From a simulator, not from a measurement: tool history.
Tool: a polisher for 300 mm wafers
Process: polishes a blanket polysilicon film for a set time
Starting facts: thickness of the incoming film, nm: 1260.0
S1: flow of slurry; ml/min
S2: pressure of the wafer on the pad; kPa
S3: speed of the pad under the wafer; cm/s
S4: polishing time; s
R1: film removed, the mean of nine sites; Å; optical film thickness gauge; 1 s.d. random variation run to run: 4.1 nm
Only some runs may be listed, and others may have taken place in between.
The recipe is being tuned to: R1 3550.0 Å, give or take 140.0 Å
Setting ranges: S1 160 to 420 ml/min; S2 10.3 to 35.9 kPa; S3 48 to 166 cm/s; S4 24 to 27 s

Run 1, hour 0.0: S1 270 ml/min, S2 22.8 kPa, S3 106 cm/s, S4 27 s. Result: R1 2586.0 Å.
Run 2, hour 2.5: S1 270 ml/min, S2 24.1 kPa, S3 106 cm/s, S4 27 s. Result: R1 2757.8 Å.
Run 3, hour 4.6: S1 270 ml/min, S2 25.5 kPa, S3 106 cm/s, S4 27 s. Result: R1 2841.6 Å.
Run 4, hour 8.3: S1 270 ml/min, S2 26.9 kPa, S3 106 cm/s, S4 27 s. Result: R1 3071.1 Å.
Run 5, hour 12.5: S1 230 ml/min, S2 26.9 kPa, S3 106 cm/s, S4 27 s. Result: R1 2957.2 Å.
Run 6, hour 13.5: S1 290 ml/min, S2 26.9 kPa, S3 106 cm/s, S4 27 s. Result: R1 3030.9 Å.
Run 7, hour 18.1: S1 290 ml/min, S2 27.6 kPa, S3 106 cm/s, S4 27 s. Result: R1 3176.5 Å.
Run 8, hour 25.9: S1 295 ml/min, S2 28.3 kPa, S3 106 cm/s, S4 27 s. Result: R1 3167.9 Å.
Run 9, hour 32.0: S1 295 ml/min, S2 29.0 kPa, S3 106 cm/s, S4 27 s. Result: R1 3310.6 Å.
Run 10, hour 39.4: S1 295 ml/min, S2 29.6 kPa, S3 106 cm/s, S4 27 s. Result: R1 3391.6 Å.

Which single option among these 4 for the next run brings every result within its allowed miss of target? Just one does.
Run A, hour 46.8: S1 355 ml/min, S2 29.0 kPa, S3 106 cm/s, S4 25 s. Result: R1 ?.
Run B, hour 46.8: S1 245 ml/min, S2 24.1 kPa, S3 118 cm/s, S4 27 s. Result: R1 ?.
Run C, hour 46.8: S1 300 ml/min, S2 32.4 kPa, S3 88 cm/s, S4 27 s. Result: R1 ?.
Run D, hour 46.8: S1 225 ml/min, S2 34.5 kPa, S3 96 cm/s, S4 27 s. Result: R1 ?.

move      R1
   A  3119.6
   B  3015.6
   C  3167.3
   D  3543.6
A: misses by more than the last run did
B: misses by more than the last run did
C: misses by more than the last run did
D: hits every target within its allowed miss
Move D is the one to make.
